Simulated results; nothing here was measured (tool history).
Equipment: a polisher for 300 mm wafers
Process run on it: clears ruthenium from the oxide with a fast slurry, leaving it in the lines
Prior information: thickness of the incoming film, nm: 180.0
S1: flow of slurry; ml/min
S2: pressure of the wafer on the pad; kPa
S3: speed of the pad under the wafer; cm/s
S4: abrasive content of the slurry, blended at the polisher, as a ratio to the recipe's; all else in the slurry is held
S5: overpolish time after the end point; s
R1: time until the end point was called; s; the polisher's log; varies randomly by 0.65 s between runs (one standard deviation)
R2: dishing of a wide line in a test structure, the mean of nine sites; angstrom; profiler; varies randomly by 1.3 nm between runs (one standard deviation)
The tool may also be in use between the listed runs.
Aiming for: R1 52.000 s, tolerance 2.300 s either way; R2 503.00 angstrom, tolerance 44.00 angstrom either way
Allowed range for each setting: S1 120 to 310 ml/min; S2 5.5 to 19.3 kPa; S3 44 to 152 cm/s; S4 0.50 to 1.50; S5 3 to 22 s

run,hour,S1,S2,S3,S4,S5,R1,R2
1,0.0,200,12.4,98,1.00,11,75.755,217.50
2,6.4,200,9.7,98,1.00,11,90.886,178.10
3,10.9,200,9.7,98,1.20,11,86.784,186.82
4,11.5,200,10.3,98,1.20,12,82.188,215.14
5,18.1,225,10.3,98,1.20,12,80.076,220.14
6,24.5,225,11.0,98,1.20,13,77.686,250.32
7,29.6,225,14.5,102,1.20,17,57.817,408.63
8,34.7,225,14.5,102,1.20,17,57.705,422.23
9,37.7,225,15.2,102,1.20,18,55.154,439.25

Which one of the following 5 next-run settings gets every result inside its allowed miss? There is exactly one.
A,40.7,185,17.2,104,1.20,15,?,?
B,40.7,145,17.2,112,1.00,19,?,?
C,40.7,255,13.1,112,1.20,21,?,?
D,40.7,250,15.9,106,1.25,16,?,?
E,40.7,215,14.5,104,1.10,13,?,?

move,R1,R2
A,50.062,414.30
B,52.683,488.34
C,57.258,495.58
D,50.162,438.12
E,59.091,312.69
A: the biggest miss grows against the last run
B: in spec on every target
C: gets the furthest-off result to its target, but another result is out of tolerance
D: no better and no worse than the last run
E: the biggest miss grows against the last run
The move that meets every target is B.
